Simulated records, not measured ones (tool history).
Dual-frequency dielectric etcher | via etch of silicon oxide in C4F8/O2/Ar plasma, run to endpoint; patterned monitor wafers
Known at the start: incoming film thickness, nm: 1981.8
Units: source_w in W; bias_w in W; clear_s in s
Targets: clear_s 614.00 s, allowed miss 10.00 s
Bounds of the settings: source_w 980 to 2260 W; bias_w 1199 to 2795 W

Run 1, hour 0.0: source_w 1620 W, bias_w 1997 W. Result: clear_s 476.31 s.
Run 2, hour 1.9: source_w 1500 W, bias_w 1997 W. Result: clear_s 494.06 s.
Run 3, hour 10.8: source_w 1500 W, bias_w 2153 W. Result: clear_s 480.35 s.
Run 4, hour 13.0: source_w 1340 W, bias_w 1952 W. Result: clear_s 518.47 s.
Run 5, hour 21.2: source_w 1230 W, bias_w 1814 W. Result: clear_s 553.73 s.
Run 6, hour 23.1: source_w 1230 W, bias_w 2172 W. Result: clear_s 514.18 s.
Run 7, hour 28.4: source_w 1150 W, bias_w 1998 W. Result: clear_s 541.76 s.
Run 8, hour 33.1: source_w 1100 W, bias_w 1870 W. Result: clear_s 569.62 s.
Run 9, hour 34.9: source_w 1060 W, bias_w 1812 W. Result: clear_s 582.87 s.
Run 10, hour 35.6: source_w 1040 W, bias_w 1770 W. Result: clear_s 590.24 s.
Run 11, hour 44.1: source_w 1020 W, bias_w 1737 W. Result: clear_s 600.56 s.

Which of these 4 next moves meets every target?
Run A, hour 52.6: source_w 1140 W, bias_w 1703 W. Result: clear_s ?.
Run B, hour 52.6: source_w 1260 W, bias_w 1647 W. Result: clear_s ?.
Run C, hour 52.6: source_w 1080 W, bias_w 1569 W. Result: clear_s ?.
Run D, hour 52.6: source_w 1040 W, bias_w 1803 W. Result: clear_s ?.

move  clear_s
   A   578.14
   B   563.66
   C   610.46
   D   585.26
A: further off than the last run
B: further off than the last run
C: meets every target
D: further off than the last run
Move C is the one to make.

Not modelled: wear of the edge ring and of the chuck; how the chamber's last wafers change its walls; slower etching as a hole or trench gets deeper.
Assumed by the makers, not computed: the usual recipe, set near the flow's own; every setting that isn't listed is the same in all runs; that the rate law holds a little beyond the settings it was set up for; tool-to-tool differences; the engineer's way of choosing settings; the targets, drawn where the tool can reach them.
